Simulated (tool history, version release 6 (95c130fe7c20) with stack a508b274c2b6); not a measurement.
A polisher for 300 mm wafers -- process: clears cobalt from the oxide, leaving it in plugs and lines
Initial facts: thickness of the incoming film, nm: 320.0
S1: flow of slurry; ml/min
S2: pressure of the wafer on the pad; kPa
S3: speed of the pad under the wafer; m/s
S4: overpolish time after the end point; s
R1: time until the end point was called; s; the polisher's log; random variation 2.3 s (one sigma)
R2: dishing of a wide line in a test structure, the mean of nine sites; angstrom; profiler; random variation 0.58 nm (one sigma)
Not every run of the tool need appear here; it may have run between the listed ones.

{"run": 1, "hour": 0.0, "S1": 135, "S2": 12.4, "S3": 0.8, "S4": 12, "R1": 77.099, "R2": 321.42}
{"run": 2, "hour": 0.7, "S1": 130, "S2": 10.3, "S3": 0.74, "S4": 14, "R1": 93.412, "R2": 317.18}
{"run": 3, "hour": 5.4, "S1": 130, "S2": 12.4, "S3": 0.74, "S4": 14, "R1": 82.035, "R2": 343.6}
{"run": 4, "hour": 9.4, "S1": 125, "S2": 10.3, "S3": 0.66, "S4": 15, "R1": 102.53, "R2": 315.54}
{"run": 5, "hour": 10.4, "S1": 125, "S2": 9.0, "S3": 0.6, "S4": 16, "R1": 124.35, "R2": 265.16}
{"run": 6, "hour": 11.9, "S1": 125, "S2": 7.6, "S3": 0.58, "S4": 18, "R1": 141.06, "R2": 262.54}
{"run": 7, "hour": 18.4, "S1": 125, "S2": 6.9, "S3": 0.56, "S4": 19, "R1": 155.53, "R2": 267.02}

Run 8, settings as shown, results not yet in. Your forecast:
{"run": 8, "hour": 20.8, "S1": 125, "S2": 6.9, "S3": 0.56, "S4": 19, "R1": "?", "R2": "?"}

R1: 153.930 s
R2: 266.42 angstrom

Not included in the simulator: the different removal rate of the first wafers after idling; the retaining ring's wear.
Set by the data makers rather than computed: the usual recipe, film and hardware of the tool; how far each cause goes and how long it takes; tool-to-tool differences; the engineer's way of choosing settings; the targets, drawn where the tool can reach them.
